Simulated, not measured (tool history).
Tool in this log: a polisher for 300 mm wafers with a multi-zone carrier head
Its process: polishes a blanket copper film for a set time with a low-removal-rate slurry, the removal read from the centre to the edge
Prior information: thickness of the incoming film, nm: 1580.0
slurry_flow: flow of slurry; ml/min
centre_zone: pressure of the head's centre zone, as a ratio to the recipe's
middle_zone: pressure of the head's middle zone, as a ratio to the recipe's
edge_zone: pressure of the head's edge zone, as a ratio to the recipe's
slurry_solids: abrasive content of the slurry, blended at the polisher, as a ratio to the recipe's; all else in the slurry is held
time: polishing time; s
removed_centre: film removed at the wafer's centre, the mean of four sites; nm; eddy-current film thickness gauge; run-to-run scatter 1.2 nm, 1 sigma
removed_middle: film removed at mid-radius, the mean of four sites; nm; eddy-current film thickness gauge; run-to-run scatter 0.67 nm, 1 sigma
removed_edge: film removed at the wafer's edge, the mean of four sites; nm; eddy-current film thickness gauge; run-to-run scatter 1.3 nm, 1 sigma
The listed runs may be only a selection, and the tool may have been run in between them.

run	hour	slurry_flow	centre_zone	middle_zone	edge_zone	slurry_solids	time	removed_centre	removed_middle	removed_edge
1	0.0	205	1.00	1.00	1.00	1.00	84	162.970	161.350	164.840
2	2.9	205	0.98	1.02	0.96	0.85	74	137.240	138.770	138.310
3	11.1	205	0.98	1.02	0.96	0.65	74	126.180	127.710	127.720
4	15.6	205	0.98	1.02	0.96	0.85	74	136.720	140.750	135.540
5	24.2	165	0.98	1.02	0.96	0.85	74	130.710	133.390	132.130
6	27.8	165	0.96	1.03	0.93	0.75	69	115.430	121.580	116.960
7	34.3	175	0.89	1.05	0.83	0.50	59	83.738	95.761	84.775
8	39.8	185	0.90	1.06	0.84	0.50	59	82.918	97.538	86.716
9	45.1	190	0.92	1.06	0.84	0.50	59	85.958	98.475	86.935
10	47.5	195	0.93	1.06	0.85	0.50	59	87.947	98.598	87.181

Forecast run 11:
11	49.3	200	0.93	1.06	0.86	0.50	59	?	?	?

removed_centre: 87.631 nm
removed_middle: 98.293 nm
removed_edge: 86.014 nm
